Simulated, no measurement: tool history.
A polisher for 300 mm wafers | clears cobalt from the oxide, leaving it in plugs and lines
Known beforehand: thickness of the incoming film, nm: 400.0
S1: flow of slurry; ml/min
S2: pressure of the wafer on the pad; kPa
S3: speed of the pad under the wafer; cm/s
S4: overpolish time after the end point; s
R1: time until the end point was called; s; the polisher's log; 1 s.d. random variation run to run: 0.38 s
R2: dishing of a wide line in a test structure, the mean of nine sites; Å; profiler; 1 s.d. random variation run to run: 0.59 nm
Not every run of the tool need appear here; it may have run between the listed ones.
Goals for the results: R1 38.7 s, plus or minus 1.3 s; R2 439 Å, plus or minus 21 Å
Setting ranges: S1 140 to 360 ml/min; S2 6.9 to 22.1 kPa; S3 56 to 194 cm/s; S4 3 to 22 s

Run 1, hour 0: S1 230 ml/min, S2 14.5 kPa, S3 124 cm/s, S4 11 s. Result: R1 61.778 s, R2 408.13 Å.
Run 2, hour 1.4: S1 230 ml/min, S2 15.2 kPa, S3 124 cm/s, S4 11 s. Result: R1 57.673 s, R2 417.49 Å.
Run 3, hour 5.4: S1 230 ml/min, S2 15.2 kPa, S3 124 cm/s, S4 16 s. Result: R1 60.446 s, R2 496.53 Å.
Run 4, hour 13.5: S1 230 ml/min, S2 17.2 kPa, S3 124 cm/s, S4 16 s. Result: R1 52.095 s, R2 530.84 Å.
Run 5, hour 21.2: S1 230 ml/min, S2 17.2 kPa, S3 96 cm/s, S4 16 s. Result: R1 66.224 s, R2 479.98 Å.
Run 6, hour 22.7: S1 230 ml/min, S2 17.9 kPa, S3 98 cm/s, S4 15 s. Result: R1 63.514 s, R2 477.98 Å.
Run 7, hour 26.9: S1 230 ml/min, S2 18.6 kPa, S3 100 cm/s, S4 14 s. Result: R1 59.29 s, R2 469.45 Å.
Run 8, hour 29.1: S1 230 ml/min, S2 19.3 kPa, S3 102 cm/s, S4 13 s. Result: R1 55.914 s, R2 468.57 Å.
Run 9, hour 30: S1 230 ml/min, S2 19.3 kPa, S3 104 cm/s, S4 12 s. Result: R1 55.35 s, R2 460.72 Å.
Run 10, hour 36.5: S1 230 ml/min, S2 19.3 kPa, S3 106 cm/s, S4 11 s. Result: R1 54.713 s, R2 430.58 Å.
Run 11, hour 40.6: S1 230 ml/min, S2 19.3 kPa, S3 108 cm/s, S4 11 s. Result: R1 53.8 s, R2 433.14 Å.
Run 12, hour 42: S1 230 ml/min, S2 19.3 kPa, S3 110 cm/s, S4 11 s. Result: R1 52.972 s, R2 440.35 Å.
Run 13, hour 46.1: S1 230 ml/min, S2 19.3 kPa, S3 112 cm/s, S4 11 s. Result: R1 51.904 s, R2 448.98 Å.
Run 14, hour 53.9: S1 230 ml/min, S2 19.3 kPa, S3 114 cm/s, S4 10 s. Result: R1 51.176 s, R2 415.79 Å.
Run 15, hour 60.3: S1 230 ml/min, S2 19.3 kPa, S3 116 cm/s, S4 10 s. Result: R1 50.74 s, R2 439.78 Å.
Run 16, hour 67.9: S1 250 ml/min, S2 22.1 kPa, S3 126 cm/s, S4 6 s. Result: R1 40.055 s, R2 353.39 Å.
Run 17, hour 72.8: S1 250 ml/min, S2 22.1 kPa, S3 126 cm/s, S4 6 s. Result: R1 40.532 s, R2 363.75 Å.
Run 18, hour 78.3: S1 245 ml/min, S2 22.1 kPa, S3 128 cm/s, S4 6 s. Result: R1 39.645 s, R2 372.05 Å.
Run 19, hour 84.8: S1 240 ml/min, S2 22.1 kPa, S3 128 cm/s, S4 6 s. Result: R1 39.86 s, R2 380.29 Å.
Run 20, hour 89.4: S1 235 ml/min, S2 22.1 kPa, S3 128 cm/s, S4 6 s. Result: R1 39.337 s, R2 364.35 Å.

Pick the move, out of 4, that brings all results within their allowed miss; only one does.
Run A, hour 94: S1 225 ml/min, S2 21.4 kPa, S3 128 cm/s, S4 13 s. Result: R1 ?, R2 ?.
Run B, hour 94: S1 255 ml/min, S2 22.1 kPa, S3 116 cm/s, S4 9 s. Result: R1 ?, R2 ?.
Run C, hour 94: S1 255 ml/min, S2 22.1 kPa, S3 144 cm/s, S4 10 s. Result: R1 ?, R2 ?.
Run D, hour 94: S1 235 ml/min, S2 20.7 kPa, S3 138 cm/s, S4 8 s. Result: R1 ?, R2 ?.

move      R1      R2
   A  41.444  522.07
   B  43.527  437.16
   C  35.283  502.87
   D  39.558  432.05
A: moves the result that the last run missed by most past its target, out the other side
B: brings the last run's worst result on target, with another outside its allowed miss
C: moves the result that the last run missed by most past its target, out the other side
D: all results in spec
D is the move that brings every result within its allowed miss.
